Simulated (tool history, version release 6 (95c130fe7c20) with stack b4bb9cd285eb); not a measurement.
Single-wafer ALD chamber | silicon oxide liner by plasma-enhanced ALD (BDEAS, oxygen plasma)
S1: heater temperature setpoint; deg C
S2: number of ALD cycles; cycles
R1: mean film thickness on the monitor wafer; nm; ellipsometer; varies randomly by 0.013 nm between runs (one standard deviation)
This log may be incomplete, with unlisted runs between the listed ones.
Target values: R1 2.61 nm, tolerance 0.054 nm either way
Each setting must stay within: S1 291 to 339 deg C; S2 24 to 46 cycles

run    day   S1  S2      R1
  1      0  315  35  3.3879
  2  0.129  315  39  3.7531
  3  0.362  316  35  3.4105
  4   0.65  316  32    3.12
  5  0.812  322  32  3.0681
  6  1.008  322  34   3.248
  7  1.067  324  32  3.0718
  8  1.371  325  30  2.8758
  9  1.733  326  29  2.7867
 10  1.779  327  28   2.683
 11  2.062  328  28  2.6621
 12  2.312  329  28  2.6786

Next run, 4 choices. One meets every target within its allowed miss, the rest don't. Which?
  A  2.562  325  29   ?
  B  2.562  316  27   ?
  C  2.562  322  29   ?
  D  2.562  324  29   ?

move      R1
   A  2.7728
   B  2.6111
   C  2.7834
   D  2.7763
A: its largest miss is bigger than the last run's
B: all results land within tolerance of their targets
C: its largest miss is bigger than the last run's
D: its largest miss is bigger than the last run's
Move B is the one to make.

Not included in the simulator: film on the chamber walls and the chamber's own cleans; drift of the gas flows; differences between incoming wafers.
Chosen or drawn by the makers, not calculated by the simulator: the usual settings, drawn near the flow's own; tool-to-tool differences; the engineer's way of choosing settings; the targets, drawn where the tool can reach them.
